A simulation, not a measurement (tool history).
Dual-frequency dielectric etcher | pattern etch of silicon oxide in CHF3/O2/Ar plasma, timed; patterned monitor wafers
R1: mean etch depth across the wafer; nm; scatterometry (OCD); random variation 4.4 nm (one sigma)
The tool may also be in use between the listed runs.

Run 1, hour 0: source power (kW) 0.49, bias power (kW) 0.224, etch time (s) 721. Result: R1 1396.7 nm.
Run 2, hour 3.2: source power (kW) 0.47, bias power (kW) 0.219, etch time (s) 721. Result: R1 1360.7 nm.
Run 3, hour 10.8: source power (kW) 0.47, bias power (kW) 0.205, etch time (s) 721. Result: R1 1313.5 nm.
Run 4, hour 18.8: source power (kW) 0.43, bias power (kW) 0.205, etch time (s) 721. Result: R1 1280.6 nm.
Run 5, hour 19.6: source power (kW) 0.42, bias power (kW) 0.204, etch time (s) 721. Result: R1 1273.8 nm.
Run 6, hour 20.2: source power (kW) 0.48, bias power (kW) 0.204, etch time (s) 721. Result: R1 1330.7 nm.

The next listed run, before its measurement:
Run 7, hour 28.6: source power (kW) 0.46, bias power (kW) 0.202, etch time (s) 721. Result: R1 ?.

Run 7 gave R1 1300 nm.

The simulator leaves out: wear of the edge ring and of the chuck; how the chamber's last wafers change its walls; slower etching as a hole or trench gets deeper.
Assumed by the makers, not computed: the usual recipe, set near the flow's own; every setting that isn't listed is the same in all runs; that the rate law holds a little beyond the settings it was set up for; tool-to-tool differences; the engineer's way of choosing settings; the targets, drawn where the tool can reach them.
